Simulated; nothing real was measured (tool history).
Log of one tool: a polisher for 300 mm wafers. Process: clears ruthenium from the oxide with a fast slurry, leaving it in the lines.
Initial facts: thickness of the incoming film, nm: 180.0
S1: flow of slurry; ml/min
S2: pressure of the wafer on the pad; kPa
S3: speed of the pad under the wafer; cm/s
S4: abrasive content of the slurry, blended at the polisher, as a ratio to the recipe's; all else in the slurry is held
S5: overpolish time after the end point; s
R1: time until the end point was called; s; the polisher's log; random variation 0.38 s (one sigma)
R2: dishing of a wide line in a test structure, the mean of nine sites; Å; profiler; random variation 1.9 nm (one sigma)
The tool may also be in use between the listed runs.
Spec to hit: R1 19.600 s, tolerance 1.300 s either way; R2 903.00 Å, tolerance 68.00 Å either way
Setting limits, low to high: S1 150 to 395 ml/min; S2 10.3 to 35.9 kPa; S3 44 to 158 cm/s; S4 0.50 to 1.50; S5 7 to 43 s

run,hour,S1,S2,S3,S4,S5,R1,R2
1,0.0,250,22.8,100,1.00,22,33.946,770.37
2,5.2,280,22.8,100,1.00,22,33.334,763.79
3,12.9,280,28.3,100,1.00,22,27.562,883.36
4,13.8,280,29.6,102,1.00,21,25.566,943.05
5,16.7,280,29.6,102,1.00,16,25.211,733.21
6,19.6,280,30.3,102,1.00,16,25.241,752.64
7,25.5,280,31.0,104,1.00,16,24.269,770.06
8,32.5,280,31.7,106,1.00,16,23.087,796.50
9,37.7,280,32.4,106,1.00,16,21.928,833.60

Pick the move, out of 5, that brings all results within their allowed miss; only one does.
A,42.9,265,33.8,112,1.05,17,?,?
B,42.9,230,32.4,98,1.00,18,?,?
C,42.9,280,32.4,134,1.10,11,?,?
D,42.9,260,31.7,110,1.15,13,?,?
E,42.9,345,32.4,126,0.85,13,?,?

move,R1,R2
A,19.979,939.41
B,24.585,845.50
C,17.070,769.73
D,20.737,753.93
E,20.352,764.64
A: all results in spec
B: its largest miss is bigger than the last run's
C: carries the result that was furthest off beyond its target, to the other side
D: brings the last run's worst result on target, with another outside its allowed miss
E: brings the last run's worst result on target, with another outside its allowed miss
Go with A: it meets all targets.
